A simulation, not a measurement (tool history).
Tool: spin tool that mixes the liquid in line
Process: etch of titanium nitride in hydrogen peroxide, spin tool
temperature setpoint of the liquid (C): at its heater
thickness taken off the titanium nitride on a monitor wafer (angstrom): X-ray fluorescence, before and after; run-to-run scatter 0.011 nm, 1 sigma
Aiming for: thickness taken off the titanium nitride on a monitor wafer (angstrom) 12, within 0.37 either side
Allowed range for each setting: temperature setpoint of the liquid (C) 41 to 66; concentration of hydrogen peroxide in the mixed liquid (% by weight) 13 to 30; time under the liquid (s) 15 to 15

run,hour,temperature setpoint of the liquid (C),concentration of hydrogen peroxide in the mixed liquid (% by weight),time under the liquid (s),thickness taken off the titanium nitride on a monitor wafer (angstrom)
1,0,57,25,15,19.969
2,1.5,55,25,15,17.582
3,9.3,53.5,25,15,15.982
4,16.7,53.5,25,15,16.013
5,19.2,53.5,21.5,15,15.471
6,27.5,53.5,25.5,15,16.315
7,32.1,52,25.5,15,14.428
8,34.7,51,25.5,15,13.48

Which single option among these 5 for the next run brings every result within its allowed miss of target? Just one does.
A,37.3,53,26.5,15,?
B,37.3,50.5,29.5,15,?
C,37.3,49.5,26.5,15,?
D,37.3,50,16,15,?
E,37.3,48.5,24,15,?

move,thickness taken off the titanium nitride on a monitor wafer (angstrom)
A,15.71
B,13.454
C,12.224
D,11.372
E,11.124
A: further off than the last run
B: about the same distance from the targets as the last run
C: each result inside its tolerance
D: carries the result that was furthest off beyond its target, to the other side
E: carries the result that was furthest off beyond its target, to the other side
Answer: C
